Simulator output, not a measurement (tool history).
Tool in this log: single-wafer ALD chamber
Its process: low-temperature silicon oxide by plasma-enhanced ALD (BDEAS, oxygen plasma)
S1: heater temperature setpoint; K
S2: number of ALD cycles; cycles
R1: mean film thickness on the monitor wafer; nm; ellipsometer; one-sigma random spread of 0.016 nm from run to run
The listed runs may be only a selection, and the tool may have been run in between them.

| run | hour | S1 | S2 | R1 |
|---|---|---|---|---|
| 1 | 0 | 368.15 | 57 | 8.3654 |
| 2 | 3.3 | 361.15 | 57 | 8.5708 |
| 3 | 9.3 | 361.15 | 52 | 7.7937 |
| 4 | 16.9 | 354.15 | 52 | 7.9708 |
| 5 | 18.8 | 354.15 | 55 | 8.415 |
| 6 | 22.3 | 354.15 | 47 | 7.2046 |
| 7 | 24.1 | 352.15 | 48 | 7.404 |

Predict the results of run 8:
| 8 | 28.5 | 344.15 | 49 | ? |

{"run 8": {"R1": 7.7489}}
